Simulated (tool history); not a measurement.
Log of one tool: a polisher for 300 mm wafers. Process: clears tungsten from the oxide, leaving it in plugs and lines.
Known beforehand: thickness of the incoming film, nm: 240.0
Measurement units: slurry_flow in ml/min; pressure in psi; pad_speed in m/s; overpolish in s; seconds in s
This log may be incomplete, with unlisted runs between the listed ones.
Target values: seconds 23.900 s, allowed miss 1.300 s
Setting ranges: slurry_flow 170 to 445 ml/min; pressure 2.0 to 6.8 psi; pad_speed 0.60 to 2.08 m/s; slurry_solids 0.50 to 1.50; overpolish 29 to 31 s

run,hour,slurry_flow,pressure,pad_speed,slurry_solids,overpolish,seconds
1,0.0,285,4.4,1.34,1.00,29,31.970
2,3.0,285,4.7,1.36,1.00,29,31.926
3,11.6,285,4.7,1.20,1.00,29,33.892
4,15.3,285,5.2,1.24,1.00,29,29.725
5,21.0,285,5.2,1.24,0.80,29,31.188
6,22.1,285,5.5,1.26,0.80,29,30.140
7,26.1,285,5.5,1.26,0.80,29,30.164
8,35.0,285,5.8,1.28,0.80,29,27.684
9,38.7,285,6.0,1.28,0.80,29,27.860
10,45.0,285,6.2,1.30,0.80,29,25.508
11,49.3,285,6.3,1.30,0.80,29,25.649
12,54.7,285,6.4,1.30,0.80,29,25.428

Which one of the following 5 next-run settings gets every result inside its allowed miss? There is exactly one.
A,60.1,280,6.0,1.32,0.70,31,?
B,60.1,345,6.6,1.84,0.70,29,?
C,60.1,345,6.3,1.06,1.00,29,?
D,60.1,200,6.8,1.52,0.95,31,?
E,60.1,305,6.1,1.40,1.00,30,?

move,seconds
A,26.834
B,19.624
C,26.415
D,20.890
E,23.308
A: further off than the last run
B: takes the result that was furthest off past its target
C: further off than the last run
D: takes the result that was furthest off past its target
E: each result inside its tolerance
Answer: E
